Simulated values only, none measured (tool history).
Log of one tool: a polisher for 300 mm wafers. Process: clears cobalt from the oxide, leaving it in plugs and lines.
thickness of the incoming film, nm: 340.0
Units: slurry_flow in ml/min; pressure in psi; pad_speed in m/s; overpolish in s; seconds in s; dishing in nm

run	hour	slurry_flow	pressure	pad_speed	overpolish	seconds	dishing
1	0	315	1.9	0.78	15	83.818	13.669
2	0.6	315	1.9	0.78	20	79.697	13.836
3	2	240	1.9	0.78	20	86.963	14.104
4	7	320	1.7	0.76	15	88.687	13.82
5	8.9	375	1.9	0.62	11	95.746	12.879
6	14.3	375	1.7	0.62	11	100.76	12.759
7	17.4	415	1.8	0.54	9	106.02	11.695
8	23.6	440	1.9	0.48	7	109.06	10.687

Forecast run 9:
9	26.8	455	2	0.44	6	?	?

Run 9 gave seconds 111.92 s, dishing 10.119 nm.
